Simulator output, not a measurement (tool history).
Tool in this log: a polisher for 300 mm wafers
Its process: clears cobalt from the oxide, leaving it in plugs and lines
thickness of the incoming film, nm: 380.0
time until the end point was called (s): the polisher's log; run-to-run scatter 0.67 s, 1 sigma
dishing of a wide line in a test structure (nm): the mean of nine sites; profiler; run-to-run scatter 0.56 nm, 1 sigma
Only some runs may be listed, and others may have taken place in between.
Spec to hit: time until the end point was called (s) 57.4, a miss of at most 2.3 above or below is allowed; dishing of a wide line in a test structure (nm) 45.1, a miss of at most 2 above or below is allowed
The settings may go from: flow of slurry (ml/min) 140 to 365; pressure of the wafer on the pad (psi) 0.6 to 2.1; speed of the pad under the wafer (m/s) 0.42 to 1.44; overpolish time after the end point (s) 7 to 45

run    day  flow of slurry (ml/min)  pressure of the wafer on the pad (psi)  speed of the pad under the wafer (m/s)  overpolish time after the end point (s)  time until the end point was called (s)  dishing of a wide line in a test structure (nm)
  1      0                      235                                     1.3                                    0.92                                       23                                   100.76                                           38.613
  2  0.338                      235                                     1.5                                    0.92                                       22                                   88.825                                           39.838
  3  0.408                      235                                     1.7                                    0.92                                       21                                   79.331                                           40.063
  4  0.654                      235                                     1.8                                    0.94                                       21                                   74.284                                           42.089
  5  0.767                      235                                     1.8                                     1.1                                       21                                   64.424                                           42.444
  6  1.067                      235                                     1.9                                     1.1                                       21                                   62.078                                           42.481
  7  1.225                      235                                     1.9                                     1.1                                       22                                    61.13                                           42.484
  8  1.367                      235                                     1.9                                     1.1                                       23                                   60.468                                           43.745
  9  1.546                      235                                     1.9                                     1.1                                       23                                   61.744                                           43.604

Next run, 5 choices. One meets every target within its allowed miss, the rest don't. Which?
  A  1.725                      205                                       2                                    0.98                                       21                                        ?                                                ?
  B  1.725                      215                                     1.8                                     1.1                                       20                                        ?                                                ?
  C  1.725                      365                                     2.1                                       1                                       29                                        ?                                                ?
  D  1.725                      220                                     1.7                                    1.14                                       26                                        ?                                                ?
  E  1.725                      195                                     1.9                                    1.18                                       17                                        ?                                                ?

move  time until the end point was called (s)  dishing of a wide line in a test structure (nm)
   A                                   65.089                                           42.346
   B                                   65.632                                           41.849
   C                                    58.11                                           44.728
   D                                   67.313                                           43.664
   E                                   59.477                                           41.175
A: lands further from the targets than the last run did
B: lands further from the targets than the last run did
C: in spec on every target
D: lands further from the targets than the last run did
E: puts the biggest miss on target and leaves a different result outside tolerance
The right move is C.
